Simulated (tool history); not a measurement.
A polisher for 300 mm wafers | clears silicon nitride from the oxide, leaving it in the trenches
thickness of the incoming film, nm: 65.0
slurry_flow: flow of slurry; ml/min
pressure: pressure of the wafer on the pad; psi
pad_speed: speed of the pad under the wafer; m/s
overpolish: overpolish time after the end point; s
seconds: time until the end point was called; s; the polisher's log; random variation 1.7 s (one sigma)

run 1 day=0.000 | slurry_flow=155 pressure=2.8 pad_speed=0.80 overpolish=13 | seconds=107.30
run 2 day=0.171 | slurry_flow=185 pressure=2.8 pad_speed=0.80 overpolish=13 | seconds=105.24
run 3 day=0.488 | slurry_flow=210 pressure=2.8 pad_speed=0.80 overpolish=13 | seconds=101.40
run 4 day=0.829 | slurry_flow=210 pressure=2.8 pad_speed=0.80 overpolish=13 | seconds=103.53
run 5 day=1.100 | slurry_flow=210 pressure=2.8 pad_speed=0.80 overpolish=13 | seconds=102.96
run 6 day=1.412 | slurry_flow=210 pressure=2.8 pad_speed=0.68 overpolish=13 | seconds=116.24

Run 7 comes next. What will it give?
run 7 day=1.638 | slurry_flow=210 pressure=2.6 pad_speed=0.68 overpolish=13 | seconds=?

{"run 7": {"seconds": 123.76}}
